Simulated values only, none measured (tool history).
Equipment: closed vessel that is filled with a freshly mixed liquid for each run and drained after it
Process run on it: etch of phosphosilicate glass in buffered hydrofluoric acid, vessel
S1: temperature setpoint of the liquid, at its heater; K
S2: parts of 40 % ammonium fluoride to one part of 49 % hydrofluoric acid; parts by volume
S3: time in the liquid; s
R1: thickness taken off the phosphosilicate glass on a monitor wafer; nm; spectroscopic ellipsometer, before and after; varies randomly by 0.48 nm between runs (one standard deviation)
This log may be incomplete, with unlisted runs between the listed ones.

run	hour	S1	S2	S3	R1
1	0.0	295.15	19.5	30	112.800
2	5.7	294.15	20.5	30	102.630
3	13.5	294.15	20.5	30	102.520
4	14.4	294.15	24.0	30	92.408
5	19.5	294.15	21.0	30	100.760
6	24.8	295.65	21.0	30	109.860
7	28.5	294.65	22.5	30	98.589
8	36.2	294.65	22.5	30	99.124

Run 9 comes next. What will it give?
9	39.4	293.65	23.5	30	?

For run 9 the tool returned R1 89.931 nm.
